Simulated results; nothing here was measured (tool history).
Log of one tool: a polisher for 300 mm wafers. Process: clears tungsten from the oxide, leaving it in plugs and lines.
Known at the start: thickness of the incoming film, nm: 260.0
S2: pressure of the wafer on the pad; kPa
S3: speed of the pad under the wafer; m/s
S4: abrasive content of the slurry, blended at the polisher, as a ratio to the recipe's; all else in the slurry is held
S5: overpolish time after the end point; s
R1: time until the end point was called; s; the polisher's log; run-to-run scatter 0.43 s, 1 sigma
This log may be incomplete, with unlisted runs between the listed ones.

run 1 hour=0 | flow_of_slurry_(ml/min)=170 S2=31.7 S3=1.22 S4=1 S5=32 | R1=33.826
run 2 hour=1.8 | flow_of_slurry_(ml/min)=170 S2=31 S3=1.22 S4=1 S5=32 | R1=34.62
run 3 hour=6.4 | flow_of_slurry_(ml/min)=170 S2=30.3 S3=1.22 S4=1 S5=32 | R1=35.551
run 4 hour=12.5 | flow_of_slurry_(ml/min)=170 S2=29.6 S3=1.22 S4=1 S5=32 | R1=35.757
run 5 hour=17.3 | flow_of_slurry_(ml/min)=170 S2=29.6 S3=1.22 S4=1 S5=32 | R1=36.695
run 6 hour=17.9 | flow_of_slurry_(ml/min)=170 S2=35.9 S3=1.22 S4=1 S5=32 | R1=29.908
run 7 hour=20.8 | flow_of_slurry_(ml/min)=170 S2=34.5 S3=1.22 S4=1 S5=32 | R1=31.402
run 8 hour=21.8 | flow_of_slurry_(ml/min)=170 S2=33.1 S3=1.22 S4=1 S5=32 | R1=32.168
run 9 hour=26.4 | flow_of_slurry_(ml/min)=170 S2=31.7 S3=1.22 S4=1 S5=32 | R1=34.179
run 10 hour=28.1 | flow_of_slurry_(ml/min)=170 S2=31 S3=1.22 S4=1 S5=32 | R1=34.491
run 11 hour=35.7 | flow_of_slurry_(ml/min)=170 S2=30.3 S3=1.22 S4=1 S5=32 | R1=35.268
run 12 hour=43.5 | flow_of_slurry_(ml/min)=170 S2=29.6 S3=1.22 S4=1 S5=32 | R1=36.34
run 13 hour=50.2 | flow_of_slurry_(ml/min)=170 S2=29 S3=1.22 S4=1 S5=32 | R1=36.854
run 14 hour=54.7 | flow_of_slurry_(ml/min)=170 S2=28.3 S3=1.22 S4=1 S5=32 | R1=38.123
run 15 hour=56.9 | flow_of_slurry_(ml/min)=170 S2=27.6 S3=1.22 S4=1 S5=32 | R1=38.591

Run 16 is up next; what results do you expect?
run 16 hour=61.4 | flow_of_slurry_(ml/min)=170 S2=26.9 S3=1.22 S4=1 S5=32 | R1=?

R1: 39.339 s

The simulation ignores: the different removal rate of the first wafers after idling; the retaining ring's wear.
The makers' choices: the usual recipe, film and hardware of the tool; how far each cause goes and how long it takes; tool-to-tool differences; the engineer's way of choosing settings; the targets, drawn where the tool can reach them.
